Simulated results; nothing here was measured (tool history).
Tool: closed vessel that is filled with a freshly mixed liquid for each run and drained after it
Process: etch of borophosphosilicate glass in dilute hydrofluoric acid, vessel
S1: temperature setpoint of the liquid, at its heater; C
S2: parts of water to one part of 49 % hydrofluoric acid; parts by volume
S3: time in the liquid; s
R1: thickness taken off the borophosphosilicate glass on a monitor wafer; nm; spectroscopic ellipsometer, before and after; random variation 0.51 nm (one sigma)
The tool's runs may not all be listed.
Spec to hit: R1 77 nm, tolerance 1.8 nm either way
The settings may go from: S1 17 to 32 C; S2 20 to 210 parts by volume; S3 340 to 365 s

run    day    S1   S2   S3      R1
  1      0    24  115  340  84.645
  2  0.083    24  115  340  84.873
  3  0.388  23.5  115  340  82.188
  4  0.688  23.5  150  340  62.117
  5  0.804    22  150  340  57.955
  6  0.979    22  150  365  62.869
  7  1.012  23.5  150  365  65.964
  8  1.371    25  150  365  69.724
  9  1.479    26  150  365  72.555
 10  1.654  26.5  150  365  74.559
 11  2.025    27  150  365  75.049

Which of these 5 next moves meets every target?
  A  2.396  24.5  145  365   ?
  B  2.396    29  165  365   ?
  C  2.396    27  145  340   ?
  D  2.396    24  135  355   ?
  E  2.396  26.5  135  340   ?

move      R1
   A  71.755
   B  72.712
   C  73.445
   D  74.395
   E  78.384
A: moves away from the targets compared with the last run
B: moves away from the targets compared with the last run
C: moves away from the targets compared with the last run
D: moves away from the targets compared with the last run
E: in spec on every target
So the answer is move E, the one that meets all the targets.
